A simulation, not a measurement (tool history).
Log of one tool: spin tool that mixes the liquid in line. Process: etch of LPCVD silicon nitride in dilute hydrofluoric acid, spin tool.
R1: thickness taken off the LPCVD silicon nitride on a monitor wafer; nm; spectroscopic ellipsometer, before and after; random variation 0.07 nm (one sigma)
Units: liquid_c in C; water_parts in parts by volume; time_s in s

Run 1, hour 0.0: liquid_c 23.0 C, water_parts 65 parts by volume, time_s 295 s. Result: R1 2.2902 nm.
Run 2, hour 8.2: liquid_c 23.0 C, water_parts 50 parts by volume, time_s 295 s. Result: R1 2.9203 nm.
Run 3, hour 8.9: liquid_c 23.0 C, water_parts 50 parts by volume, time_s 315 s. Result: R1 2.9972 nm.
Run 4, hour 9.7: liquid_c 23.0 C, water_parts 50 parts by volume, time_s 295 s. Result: R1 2.9122 nm.
Run 5, hour 14.6: liquid_c 23.0 C, water_parts 65 parts by volume, time_s 295 s. Result: R1 2.1324 nm.
Run 6, hour 16.2: liquid_c 24.5 C, water_parts 65 parts by volume, time_s 295 s. Result: R1 2.4264 nm.

Run 7 comes next. What will it give?
Run 7, hour 18.2: liquid_c 25.5 C, water_parts 65 parts by volume, time_s 295 s. Result: R1 ?.

Run 7 gave R1 2.6613 nm.
